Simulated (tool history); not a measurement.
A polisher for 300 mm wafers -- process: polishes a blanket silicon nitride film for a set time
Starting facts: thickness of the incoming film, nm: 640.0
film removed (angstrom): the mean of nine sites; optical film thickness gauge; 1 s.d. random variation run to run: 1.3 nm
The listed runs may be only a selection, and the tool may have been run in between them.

run  hour  flow of slurry (ml/min)  pressure of the wafer on the pad (psi)  speed of the pad under the wafer (cm/s)  polishing time (s)  film removed (angstrom)
  1   0.0                      190                                     2.6                                      130                  63                   862.49
  2   6.2                      225                                     2.6                                      130                  63                   891.64
  3  13.0                      250                                     2.6                                      130                  63                   907.97
  4  20.1                      250                                     2.7                                      130                  63                   935.03
  5  27.8                      250                                     2.8                                      130                  63                   950.70
  6  34.1                      250                                     3.0                                      130                  63                  1020.90
  7  36.3                      250                                     3.0                                      130                  63                  1028.20

Run 8 comes next. What will it give?
  8  37.9                      250                                     3.1                                      130                  63                        ?

Logged for run 8: film removed (angstrom) 1039.70.
